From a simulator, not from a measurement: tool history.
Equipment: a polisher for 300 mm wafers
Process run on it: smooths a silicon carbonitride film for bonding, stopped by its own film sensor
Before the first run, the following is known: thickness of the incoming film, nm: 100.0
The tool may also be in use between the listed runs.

run	hour	flow of slurry (ml/min)	pressure of the wafer on the pad (psi)	speed of the pad under the wafer (cm/s)	abrasive content of the slurry	target thickness at which the film sensor stops the polish (nm)	time until the film sensor stopped the polish (s)
1	0.0	240	2.4	96	1.0	89	34.371
2	6.6	240	1.9	96	1.0	89	42.627
3	9.8	240	1.9	96	1.0	89	40.846
4	15.9	285	1.9	96	1.0	89	40.616
5	20.8	285	1.8	96	1.0	89	43.081
6	28.2	285	1.8	96	1.2	89	40.677
7	37.0	285	1.7	96	1.2	89	41.370

What will run 8 give?
8	42.9	285	1.6	96	1.2	89	?

{"run 8": {"time until the film sensor stopped the polish (s)": 45.605}}
